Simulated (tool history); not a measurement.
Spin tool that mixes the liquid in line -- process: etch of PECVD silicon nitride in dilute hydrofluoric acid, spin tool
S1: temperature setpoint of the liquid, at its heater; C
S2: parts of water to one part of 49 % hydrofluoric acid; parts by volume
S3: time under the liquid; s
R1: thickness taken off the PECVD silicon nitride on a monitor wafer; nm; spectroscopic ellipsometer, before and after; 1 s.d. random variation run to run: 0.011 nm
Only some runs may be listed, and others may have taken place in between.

Run 1, hour 0.0: S1 23.0 C, S2 40 parts by volume, S3 40 s. Result: R1 1.90260 nm.
Run 2, hour 7.6: S1 21.5 C, S2 40 parts by volume, S3 40 s. Result: R1 1.73810 nm.
Run 3, hour 15.2: S1 21.5 C, S2 40 parts by volume, S3 20 s. Result: R1 0.86946 nm.
Run 4, hour 18.0: S1 21.5 C, S2 40 parts by volume, S3 40 s. Result: R1 1.72210 nm.
Run 5, hour 20.7: S1 24.5 C, S2 40 parts by volume, S3 40 s. Result: R1 2.08740 nm.
Run 6, hour 22.4: S1 24.5 C, S2 40 parts by volume, S3 20 s. Result: R1 1.05170 nm.
Run 7, hour 28.3: S1 24.5 C, S2 35 parts by volume, S3 20 s. Result: R1 1.19760 nm.

Estimate the outcome of run 8 from the log above:
Run 8, hour 31.0: S1 25.0 C, S2 35 parts by volume, S3 20 s. Result: R1 ?.

R1: 1.25130 nm
